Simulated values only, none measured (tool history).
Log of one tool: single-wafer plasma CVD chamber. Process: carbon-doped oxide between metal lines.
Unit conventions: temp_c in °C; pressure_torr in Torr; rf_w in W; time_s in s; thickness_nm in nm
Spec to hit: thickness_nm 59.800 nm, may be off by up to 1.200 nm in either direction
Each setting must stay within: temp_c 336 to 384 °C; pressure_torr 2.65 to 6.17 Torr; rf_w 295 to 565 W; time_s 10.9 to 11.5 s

Run 1, day 0.000: temp_c 360 °C, pressure_torr 4.41 Torr, rf_w 430 W, time_s 11.5 s. Result: thickness_nm 52.332 nm.
Run 2, day 0.162: temp_c 368 °C, pressure_torr 4.41 Torr, rf_w 430 W, time_s 11.5 s. Result: thickness_nm 51.509 nm.
Run 3, day 0.500: temp_c 368 °C, pressure_torr 4.41 Torr, rf_w 390 W, time_s 11.5 s. Result: thickness_nm 48.192 nm.
Run 4, day 0.658: temp_c 368 °C, pressure_torr 4.02 Torr, rf_w 390 W, time_s 11.5 s. Result: thickness_nm 47.810 nm.
Run 5, day 0.854: temp_c 366 °C, pressure_torr 4.18 Torr, rf_w 415 W, time_s 11.5 s. Result: thickness_nm 50.303 nm.
Run 6, day 0.879: temp_c 366 °C, pressure_torr 4.18 Torr, rf_w 470 W, time_s 11.5 s. Result: thickness_nm 54.350 nm.
Run 7, day 1.096: temp_c 364 °C, pressure_torr 4.36 Torr, rf_w 475 W, time_s 11.5 s. Result: thickness_nm 55.115 nm.
Run 8, day 1.217: temp_c 363 °C, pressure_torr 4.50 Torr, rf_w 480 W, time_s 11.5 s. Result: thickness_nm 55.895 nm.
Run 9, day 1.250: temp_c 362 °C, pressure_torr 4.61 Torr, rf_w 485 W, time_s 11.5 s. Result: thickness_nm 56.691 nm.
Run 10, day 1.529: temp_c 361 °C, pressure_torr 4.71 Torr, rf_w 490 W, time_s 11.5 s. Result: thickness_nm 57.474 nm.
Run 11, day 1.600: temp_c 360 °C, pressure_torr 4.79 Torr, rf_w 495 W, time_s 11.5 s. Result: thickness_nm 57.825 nm.
Run 12, day 1.746: temp_c 359 °C, pressure_torr 4.84 Torr, rf_w 500 W, time_s 11.5 s. Result: thickness_nm 58.370 nm.

Which single option among these 4 for the next run brings every result within its allowed miss of target? Just one does.
Run A, day 1.892: temp_c 347 °C, pressure_torr 4.91 Torr, rf_w 530 W, time_s 11.5 s. Result: thickness_nm ?.
Run B, day 1.892: temp_c 345 °C, pressure_torr 4.76 Torr, rf_w 525 W, time_s 11.5 s. Result: thickness_nm ?.
Run C, day 1.892: temp_c 358 °C, pressure_torr 4.92 Torr, rf_w 510 W, time_s 11.5 s. Result: thickness_nm ?.
Run D, day 1.892: temp_c 352 °C, pressure_torr 5.23 Torr, rf_w 540 W, time_s 11.5 s. Result: thickness_nm ?.

move  thickness_nm
   A        62.424
   B        62.180
   C        59.329
   D        62.767
A: pushes the last run's worst result past its target
B: pushes the last run's worst result past its target
C: every result within its allowed miss
D: pushes the last run's worst result past its target
Correct choice: C, which meets every target
